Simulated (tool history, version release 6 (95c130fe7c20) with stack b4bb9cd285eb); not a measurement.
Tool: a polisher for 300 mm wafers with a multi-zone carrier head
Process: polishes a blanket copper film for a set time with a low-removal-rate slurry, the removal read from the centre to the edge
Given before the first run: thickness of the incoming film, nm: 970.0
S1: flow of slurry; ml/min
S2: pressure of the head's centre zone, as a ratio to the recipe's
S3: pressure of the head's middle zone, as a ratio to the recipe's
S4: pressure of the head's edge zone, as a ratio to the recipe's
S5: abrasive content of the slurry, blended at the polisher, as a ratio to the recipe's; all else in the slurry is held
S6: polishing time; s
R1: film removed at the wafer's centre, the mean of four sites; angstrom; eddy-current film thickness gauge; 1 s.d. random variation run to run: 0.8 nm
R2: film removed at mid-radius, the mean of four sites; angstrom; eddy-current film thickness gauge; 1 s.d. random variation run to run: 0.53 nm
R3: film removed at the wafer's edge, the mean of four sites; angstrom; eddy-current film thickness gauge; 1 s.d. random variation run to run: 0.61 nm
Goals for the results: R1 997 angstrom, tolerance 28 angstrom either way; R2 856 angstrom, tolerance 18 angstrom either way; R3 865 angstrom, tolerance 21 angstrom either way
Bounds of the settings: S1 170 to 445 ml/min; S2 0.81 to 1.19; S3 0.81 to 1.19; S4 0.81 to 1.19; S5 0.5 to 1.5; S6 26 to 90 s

run	hour	S1	S2	S3	S4	S5	S6	R1	R2	R3
1	0	285	1	1	1	1	58	1259.7	1236.7	1227.7
2	6.3	280	1.01	0.97	0.96	0.85	56	1163.9	1123.3	1116.6
3	12.4	275	1.03	0.94	0.92	0.75	55	1126.4	1055.7	1058.5
4	13.2	275	0.98	0.94	0.92	0.75	55	1100.1	1050.6	1041.6
5	20	315	0.98	0.94	0.92	0.75	55	1112.4	1064.3	1063.3
6	21.8	315	1.06	0.94	0.92	0.75	55	1158.5	1066.9	1063.7
7	25.2	305	1.07	0.92	0.89	0.7	54	1124.1	1010.3	1006.2
8	30	295	1.07	0.9	0.87	0.65	53	1089.2	957.59	961.5
9	38.4	280	1.06	0.89	0.85	0.6	53	1054.6	934.86	926.38
10	39.1	265	1.05	0.87	0.84	0.6	53	1050.2	920.06	918.96
11	43.5	255	1.04	0.86	0.83	0.55	53	1034.9	898.94	909.04
12	49.3	250	1.04	0.86	0.82	0.55	53	1031.6	888.01	889.01
13	53.1	240	1.03	0.85	0.82	0.55	53	1001.7	880.12	888.4
14	59	235	1.04	0.85	0.82	0.55	53	1013.4	886.38	899.78

Which single option among these 4 for the next run brings every result within its allowed miss of target? Just one does.
A	64.9	335	1.14	0.94	0.81	0.5	48	?	?	?
B	64.9	220	1.08	0.88	0.85	0.75	47	?	?	?
C	64.9	235	1	0.88	0.84	0.55	54	?	?	?
D	64.9	220	1.14	0.83	0.91	0.8	45	?	?	?

move	R1	R2	R3
A	987.44	845.5	807.4
B	982.09	846.11	864.01
C	999.08	911.15	924.19
D	993.77	795.02	865.39
A: puts the biggest miss on target and leaves a different result outside tolerance
B: all results land within tolerance of their targets
C: further off than the last run
D: takes the biggest miss from the last run beyond its target
B meets every target.
